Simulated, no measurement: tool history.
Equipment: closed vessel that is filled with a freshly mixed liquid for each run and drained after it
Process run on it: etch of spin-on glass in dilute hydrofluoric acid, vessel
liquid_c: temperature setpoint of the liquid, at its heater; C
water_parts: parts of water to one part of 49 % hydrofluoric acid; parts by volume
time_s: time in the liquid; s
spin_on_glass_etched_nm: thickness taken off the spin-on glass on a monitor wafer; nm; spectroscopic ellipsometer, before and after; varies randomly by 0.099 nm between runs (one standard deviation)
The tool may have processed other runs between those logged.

| run | hour | liquid_c | water_parts | time_s | spin_on_glass_etched_nm |
|---|---|---|---|---|---|
| 1 | 0 | 24 | 230 | 30 | 4.7477 |
| 2 | 4.9 | 24 | 175 | 30 | 6.4943 |
| 3 | 7.1 | 24 | 130 | 30 | 9.3295 |
| 4 | 8.2 | 26 | 130 | 30 | 9.9499 |
| 5 | 10.5 | 27.5 | 130 | 30 | 10.637 |
| 6 | 14.2 | 28.5 | 130 | 30 | 11.03 |
| 7 | 23 | 29.5 | 130 | 30 | 11.531 |

What will run 8 give?
| 8 | 26.1 | 30 | 130 | 30 | ? |

Logged for run 8: spin_on_glass_etched_nm 11.671 nm.

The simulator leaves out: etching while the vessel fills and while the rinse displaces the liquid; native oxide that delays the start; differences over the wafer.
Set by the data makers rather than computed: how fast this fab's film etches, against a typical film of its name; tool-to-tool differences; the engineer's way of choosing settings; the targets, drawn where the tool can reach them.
